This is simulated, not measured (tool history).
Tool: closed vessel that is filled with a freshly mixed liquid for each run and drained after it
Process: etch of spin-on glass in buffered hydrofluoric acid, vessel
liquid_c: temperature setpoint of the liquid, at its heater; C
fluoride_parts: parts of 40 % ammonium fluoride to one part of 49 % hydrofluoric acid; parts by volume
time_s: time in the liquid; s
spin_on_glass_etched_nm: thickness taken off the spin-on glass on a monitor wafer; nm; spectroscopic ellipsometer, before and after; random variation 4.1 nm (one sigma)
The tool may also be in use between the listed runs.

run	hour	liquid_c	fluoride_parts	time_s	spin_on_glass_etched_nm
1	0.0	25.0	9.5	85	247.84
2	4.4	26.5	8.5	85	296.97
3	13.4	26.5	8.5	95	331.92
4	15.8	26.5	10.0	95	288.71
5	18.5	26.5	10.0	95	287.58
6	23.5	24.0	10.0	95	250.91
7	30.2	25.5	9.0	95	295.44
8	37.5	27.0	8.0	95	361.23
9	40.4	28.0	7.5	95	406.92

What does the tool deliver on the next run?
10	47.4	29.0	7.0	95	?

Run 10 measured spin_on_glass_etched_nm 467.39 nm.
